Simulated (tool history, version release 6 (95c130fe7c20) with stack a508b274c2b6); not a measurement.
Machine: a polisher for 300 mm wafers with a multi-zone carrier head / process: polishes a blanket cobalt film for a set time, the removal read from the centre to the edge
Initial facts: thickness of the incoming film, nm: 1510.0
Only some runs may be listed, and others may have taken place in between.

run  hour  flow of slurry (ml/min)  pressure of the head's centre zone  pressure of the head's middle zone  pressure of the head's edge zone  polishing time (s)  film removed at the wafer's centre (Å)  film removed at mid-radius (Å)  film removed at the wafer's edge (Å)
  1   0.0                      315                                1.00                                1.00                              1.00                  48                                  1973.5                          2010.4                                1996.1
  2   4.5                      320                                1.02                                1.01                              1.02                  50                                  2081.1                          2069.0                                2107.0
  3  10.0                      320                                0.95                                1.01                              1.02                  50                                  1921.6                          2071.8                                2070.9
  4  15.1                      320                                0.95                                1.07                              1.02                  50                                  1964.0                          2152.6                                2054.5
  5  23.5                      325                                0.98                                1.08                              1.03                  52                                  2073.7                          2291.9                                2175.7
  6  29.2                      325                                0.98                                1.08                              1.03                  64                                  2588.6                          2832.0                                2679.7
  7  37.5                      330                                1.00                                1.08                              1.03                  64                                  2669.6                          2773.1                                2712.3
  8  43.0                      365                                1.10                                1.15                              1.03                  65                                  2998.5                          2952.2                                2784.9

Expected results for the next run?
  9  50.0                      365                                1.11                                1.15                              1.03                  65                                       ?                               ?                                     ?

Run 9 measured film removed at the wafer's centre (Å) 2929.0, film removed at mid-radius (Å) 3048.5, film removed at the wafer's edge (Å) 2749.6.
